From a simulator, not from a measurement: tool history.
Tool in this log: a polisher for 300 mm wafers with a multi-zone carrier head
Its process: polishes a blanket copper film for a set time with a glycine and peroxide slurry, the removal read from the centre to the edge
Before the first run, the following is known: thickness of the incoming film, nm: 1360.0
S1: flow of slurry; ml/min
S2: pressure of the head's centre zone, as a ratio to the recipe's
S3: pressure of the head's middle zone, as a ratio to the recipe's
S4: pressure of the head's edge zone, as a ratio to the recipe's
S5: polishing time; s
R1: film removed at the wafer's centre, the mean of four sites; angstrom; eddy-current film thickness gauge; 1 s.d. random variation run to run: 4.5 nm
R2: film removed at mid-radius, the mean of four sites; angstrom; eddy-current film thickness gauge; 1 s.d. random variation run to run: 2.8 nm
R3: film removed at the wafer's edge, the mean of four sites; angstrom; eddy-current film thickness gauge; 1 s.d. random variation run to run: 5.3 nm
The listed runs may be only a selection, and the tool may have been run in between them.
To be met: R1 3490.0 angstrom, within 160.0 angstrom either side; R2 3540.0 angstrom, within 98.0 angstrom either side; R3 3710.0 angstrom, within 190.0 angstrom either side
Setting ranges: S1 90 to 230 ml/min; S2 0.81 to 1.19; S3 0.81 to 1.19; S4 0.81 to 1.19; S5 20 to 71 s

| run | day | S1 | S2 | S3 | S4 | S5 | R1 | R2 | R3 |
|---|---|---|---|---|---|---|---|---|---|
| 1 | 0.000 | 150 | 1.00 | 1.00 | 1.00 | 45 | 2764.7 | 2621.8 | 2705.3 |
| 2 | 0.288 | 180 | 1.00 | 1.00 | 1.00 | 45 | 2798.8 | 2702.5 | 2789.0 |
| 3 | 0.479 | 185 | 1.01 | 1.02 | 1.03 | 47 | 3067.1 | 2927.6 | 2946.4 |
| 4 | 0.512 | 185 | 1.04 | 1.02 | 1.03 | 47 | 3058.3 | 2914.0 | 2954.6 |
| 5 | 0.746 | 185 | 1.04 | 1.02 | 1.03 | 41 | 2688.9 | 2515.4 | 2608.0 |
| 6 | 1.017 | 185 | 1.04 | 1.10 | 1.03 | 41 | 2677.0 | 2707.7 | 2566.7 |
| 7 | 1.379 | 190 | 1.02 | 1.09 | 1.06 | 44 | 2888.7 | 2866.6 | 2781.2 |
| 8 | 1.638 | 195 | 0.99 | 1.08 | 1.08 | 46 | 2930.2 | 3010.7 | 2988.1 |
| 9 | 1.862 | 195 | 0.99 | 1.08 | 1.08 | 46 | 2892.6 | 3001.2 | 2935.1 |
| 10 | 1.892 | 200 | 0.99 | 1.07 | 1.10 | 48 | 2968.8 | 3081.7 | 3120.3 |
| 11 | 1.921 | 200 | 1.00 | 1.07 | 1.11 | 49 | 3091.6 | 3180.3 | 3300.1 |
| 12 | 2.062 | 215 | 1.07 | 1.13 | 1.19 | 51 | 3552.0 | 3572.7 | 3502.2 |
| 13 | 2.379 | 215 | 1.07 | 1.13 | 1.19 | 51 | 3519.1 | 3536.1 | 3558.8 |
| 14 | 2.467 | 215 | 1.07 | 1.13 | 1.19 | 51 | 3508.4 | 3531.7 | 3504.0 |

Which of these 4 next moves meets every target?
| A | 2.554 | 210 | 1.08 | 1.13 | 1.13 | 51 | ? | ? | ? |
| B | 2.554 | 195 | 1.12 | 1.15 | 1.10 | 51 | ? | ? | ? |
| C | 2.554 | 230 | 1.01 | 1.07 | 1.19 | 53 | ? | ? | ? |
| D | 2.554 | 205 | 1.08 | 1.09 | 1.08 | 52 | ? | ? | ? |

| move | R1 | R2 | R3 |
|---|---|---|---|
| A | 3578.1 | 3484.5 | 3435.1 |
| B | 3666.4 | 3498.0 | 3359.7 |
| C | 3522.6 | 3500.0 | 3704.2 |
| D | 3633.0 | 3432.9 | 3415.9 |
A: the biggest miss grows against the last run
B: the biggest miss grows against the last run
C: hits every target within its allowed miss
D: the biggest miss grows against the last run
The right move is C.
